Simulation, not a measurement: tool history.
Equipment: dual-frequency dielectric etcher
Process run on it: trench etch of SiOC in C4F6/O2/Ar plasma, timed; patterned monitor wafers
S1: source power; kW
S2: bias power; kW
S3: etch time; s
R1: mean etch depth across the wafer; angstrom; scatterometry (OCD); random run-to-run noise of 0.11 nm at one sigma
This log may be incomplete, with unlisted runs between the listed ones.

run	day	S1	S2	S3	R1
1	0	0.46	0.157	12.5	259.36
2	0.192	0.55	0.157	12.5	274.89
3	0.283	0.49	0.157	12.5	263.43
4	0.646	0.49	0.157	11.5	244.13
5	0.717	0.42	0.157	11.5	229.99
6	1.025	0.42	0.157	11.5	230.46
7	1.388	0.45	0.165	11.5	242.27
8	1.646	0.48	0.17	11.5	251.76
9	1.992	0.5	0.174	11.5	258.51
10	2.025	0.52	0.178	11.5	266.65
11	2.2	0.52	0.178	11.5	262.78
12	2.542	0.62	0.209	11.5	304.24

Run 13 is up next; what results do you expect?
13	2.858	0.64	0.21	11.5	?

{"run 13": {"R1": 306.59}}
